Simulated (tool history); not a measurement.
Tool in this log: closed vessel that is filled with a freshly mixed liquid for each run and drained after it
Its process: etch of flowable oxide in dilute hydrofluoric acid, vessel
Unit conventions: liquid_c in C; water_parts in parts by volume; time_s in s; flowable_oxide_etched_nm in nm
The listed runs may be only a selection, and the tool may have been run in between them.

run,hour,liquid_c,water_parts,time_s,flowable_oxide_etched_nm
1,0,25,295,90,17.527
2,2.7,22.5,320,90,14.257
3,9.5,22.5,320,100,16.063
4,11.5,26,320,100,18.085
5,13.5,23,320,100,16.514
6,17.3,22,320,100,15.866
7,22.9,20.5,345,100,13.471

Run 8 has not been measured yet. What should we expect?
8,31.8,19.5,360,100,?

Run 8 produced flowable_oxide_etched_nm 12.385 nm.
